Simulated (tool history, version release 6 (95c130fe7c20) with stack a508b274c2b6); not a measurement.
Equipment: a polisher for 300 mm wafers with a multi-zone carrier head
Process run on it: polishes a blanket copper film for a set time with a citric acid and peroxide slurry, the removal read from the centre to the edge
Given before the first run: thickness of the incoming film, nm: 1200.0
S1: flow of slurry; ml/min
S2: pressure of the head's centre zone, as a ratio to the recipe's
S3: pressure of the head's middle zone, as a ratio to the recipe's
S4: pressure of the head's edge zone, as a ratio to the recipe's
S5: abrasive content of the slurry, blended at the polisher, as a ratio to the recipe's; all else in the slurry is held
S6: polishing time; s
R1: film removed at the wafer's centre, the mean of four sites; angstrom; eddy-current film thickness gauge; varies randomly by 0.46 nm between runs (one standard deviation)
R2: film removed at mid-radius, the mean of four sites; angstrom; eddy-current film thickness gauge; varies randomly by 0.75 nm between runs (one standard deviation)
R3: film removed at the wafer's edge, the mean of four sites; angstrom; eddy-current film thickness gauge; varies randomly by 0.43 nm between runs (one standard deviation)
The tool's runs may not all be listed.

run 1 hour=0 | S1=295 S2=1 S3=1 S4=1 S5=1 S6=34 | R1=1109.2 R2=1100.6 R3=1114.2
run 2 hour=8 | S1=285 S2=0.96 S3=0.97 S4=0.95 S5=0.85 S6=29 | R1=868.84 R2=889.39 R3=907.34
run 3 hour=10.7 | S1=280 S2=0.95 S3=0.96 S4=0.92 S5=0.75 S6=26 | R1=757.53 R2=759.91 R3=775.98
run 4 hour=19.4 | S1=270 S2=0.92 S3=0.95 S4=0.89 S5=0.65 S6=25 | R1=687.74 R2=715.07 R3=714.55
run 5 hour=24.5 | S1=270 S2=0.92 S3=1.01 S4=0.89 S5=0.65 S6=25 | R1=685.33 R2=748.77 R3=716.56
run 6 hour=25.6 | S1=260 S2=0.9 S3=0.97 S4=0.87 S5=0.6 S6=24 | R1=644.02 R2=683.84 R3=670.5
run 7 hour=28.4 | S1=250 S2=0.88 S3=0.95 S4=0.85 S5=0.55 S6=24 | R1=612.61 R2=660.22 R3=651.91

What will run 8 give?
run 8 hour=32.4 | S1=240 S2=0.87 S3=0.93 S4=0.84 S5=0.55 S6=24 | R1=? R2=? R3=?

{"run 8": {"R1": 600.53, "R2": 655.25, "R3": 645.81}}
